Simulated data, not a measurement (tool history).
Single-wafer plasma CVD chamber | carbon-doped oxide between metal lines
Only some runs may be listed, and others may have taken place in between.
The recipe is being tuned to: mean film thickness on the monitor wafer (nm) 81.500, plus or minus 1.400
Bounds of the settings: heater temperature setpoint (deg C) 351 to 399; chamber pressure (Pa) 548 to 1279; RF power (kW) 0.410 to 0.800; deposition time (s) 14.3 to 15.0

run	hour	heater temperature setpoint (deg C)	chamber pressure (Pa)	RF power (kW)	deposition time (s)	mean film thickness on the monitor wafer (nm)
1	0.0	375	913	0.605	15.0	91.947
2	4.2	369	913	0.605	15.0	92.432
3	10.1	375	913	0.605	15.0	91.561
4	14.9	375	1023	0.605	15.0	92.381
5	19.6	376	1012	0.580	15.0	88.147
6	23.0	378	1011	0.570	15.0	87.137
7	29.7	379	1005	0.560	15.0	85.583
8	33.1	381	999	0.555	15.0	84.364
9	34.2	382	993	0.550	15.0	84.250

Exercise: of the 5 proposed moves below, exactly one satisfies all targets within the stated allowed misses. Which move is it?
A	35.3	384	815	0.565	15.0	?
B	35.3	376	1279	0.540	15.0	?
C	35.3	371	1148	0.550	15.0	?
D	35.3	385	928	0.575	14.8	?
E	35.3	380	1032	0.545	14.6	?

move	mean film thickness on the monitor wafer (nm)
A	83.977
B	84.477
C	86.173
D	84.844
E	81.265
A: better than the last run, though not everything is in spec
B: the biggest miss grows against the last run
C: the biggest miss grows against the last run
D: the biggest miss grows against the last run
E: hits every target within its allowed miss
The move that meets every target is E.
